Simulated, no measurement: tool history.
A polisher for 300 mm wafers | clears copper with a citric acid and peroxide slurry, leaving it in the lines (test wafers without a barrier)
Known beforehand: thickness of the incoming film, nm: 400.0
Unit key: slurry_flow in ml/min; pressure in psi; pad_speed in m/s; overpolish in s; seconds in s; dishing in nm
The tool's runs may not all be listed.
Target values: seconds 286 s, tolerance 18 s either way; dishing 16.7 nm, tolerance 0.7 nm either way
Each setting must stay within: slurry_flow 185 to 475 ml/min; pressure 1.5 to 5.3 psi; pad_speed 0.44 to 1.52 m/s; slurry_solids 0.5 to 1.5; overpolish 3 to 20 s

run 1 hour=0 | slurry_flow=305 pressure=3.4 pad_speed=0.98 slurry_solids=1 overpolish=10 | seconds=187.77 dishing=16.242
run 2 hour=8.7 | slurry_flow=305 pressure=3.4 pad_speed=0.98 slurry_solids=1 overpolish=7 | seconds=183.32 dishing=11.426
run 3 hour=16.5 | slurry_flow=305 pressure=3.4 pad_speed=1.16 slurry_solids=1 overpolish=7 | seconds=164.3 dishing=13.51
run 4 hour=21.2 | slurry_flow=305 pressure=2.7 pad_speed=1.16 slurry_solids=1 overpolish=7 | seconds=189.07 dishing=10.911
run 5 hour=26.4 | slurry_flow=290 pressure=2.4 pad_speed=1.12 slurry_solids=0.95 overpolish=9 | seconds=230.51 dishing=11.661
run 6 hour=33.6 | slurry_flow=265 pressure=2.4 pad_speed=1.12 slurry_solids=0.9 overpolish=10 | seconds=234.75 dishing=12.884
run 7 hour=37.8 | slurry_flow=250 pressure=2.3 pad_speed=1.12 slurry_solids=0.85 overpolish=11 | seconds=262.4 dishing=13.253
run 8 hour=44.7 | slurry_flow=235 pressure=2.4 pad_speed=1.12 slurry_solids=0.8 overpolish=12 | seconds=250.75 dishing=14.74
run 9 hour=49.7 | slurry_flow=235 pressure=2.3 pad_speed=1.12 slurry_solids=0.8 overpolish=13 | seconds=246.77 dishing=15.432
run 10 hour=53.5 | slurry_flow=230 pressure=1.7 pad_speed=1.06 slurry_solids=0.8 overpolish=17 | seconds=351.71 dishing=14.222
-- hour=55.1 worn pad replaced by a new one
run 11 hour=55.1 | slurry_flow=230 pressure=1.8 pad_speed=1.06 slurry_solids=0.8 overpolish=17 | seconds=309.1 dishing=16.5
run 12 hour=60 | slurry_flow=235 pressure=1.8 pad_speed=1.06 slurry_solids=0.8 overpolish=17 | seconds=298.24 dishing=16.666
run 13 hour=62.3 | slurry_flow=235 pressure=1.8 pad_speed=1.06 slurry_solids=0.8 overpolish=17 | seconds=310.28 dishing=16.452

Below are 5 possible settings for the next run. Only one of them brings all results inside the allowed miss of their targets. Which is it?
run A hour=64.6 | slurry_flow=200 pressure=1.5 pad_speed=1.12 slurry_solids=0.65 overpolish=20 | seconds=? dishing=?
run B hour=64.6 | slurry_flow=185 pressure=2.2 pad_speed=0.84 slurry_solids=0.7 overpolish=18 | seconds=? dishing=?
run C hour=64.6 | slurry_flow=255 pressure=1.5 pad_speed=1.06 slurry_solids=0.65 overpolish=19 | seconds=? dishing=?
run D hour=64.6 | slurry_flow=340 pressure=2.1 pad_speed=0.8 slurry_solids=0.75 overpolish=18 | seconds=? dishing=?
run E hour=64.6 | slurry_flow=185 pressure=2.5 pad_speed=0.8 slurry_solids=1.1 overpolish=16 | seconds=? dishing=?

move=A seconds=358.13 dishing=16.581
move=B seconds=332.22 dishing=16.264
move=C seconds=365.28 dishing=15.526
move=D seconds=332.36 dishing=16.245
move=E seconds=280.7 dishing=17.095
A: lands further from the targets than the last run did
B: lands further from the targets than the last run did
C: lands further from the targets than the last run did
D: lands further from the targets than the last run did
E: hits every target within its allowed miss
Answer: E

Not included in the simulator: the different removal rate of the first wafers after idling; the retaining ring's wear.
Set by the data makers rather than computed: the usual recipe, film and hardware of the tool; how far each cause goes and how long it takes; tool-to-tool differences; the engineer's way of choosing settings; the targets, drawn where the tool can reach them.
